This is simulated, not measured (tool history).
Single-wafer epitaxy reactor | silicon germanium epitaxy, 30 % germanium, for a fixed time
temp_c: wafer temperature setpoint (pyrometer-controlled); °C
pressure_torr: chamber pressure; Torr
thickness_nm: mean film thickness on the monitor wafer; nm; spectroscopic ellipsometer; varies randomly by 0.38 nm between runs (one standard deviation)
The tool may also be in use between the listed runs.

{"run": 1, "day": 0.0, "temp_c": 610, "pressure_torr": 18.6, "thickness_nm": 67.551}
{"run": 2, "day": 0.158, "temp_c": 613, "pressure_torr": 18.7, "thickness_nm": 71.237}
{"run": 3, "day": 0.333, "temp_c": 615, "pressure_torr": 18.8, "thickness_nm": 74.517}
{"run": 4, "day": 0.675, "temp_c": 617, "pressure_torr": 18.8, "thickness_nm": 77.375}
{"run": 5, "day": 0.896, "temp_c": 609, "pressure_torr": 18.8, "thickness_nm": 65.75}
{"run": 6, "day": 0.958, "temp_c": 612, "pressure_torr": 18.9, "thickness_nm": 70.313}

Predict the results of run 7:
{"run": 7, "day": 1.092, "temp_c": 614, "pressure_torr": 19, "thickness_nm": "?"}

{"run 7": {"thickness_nm": 73.277}}
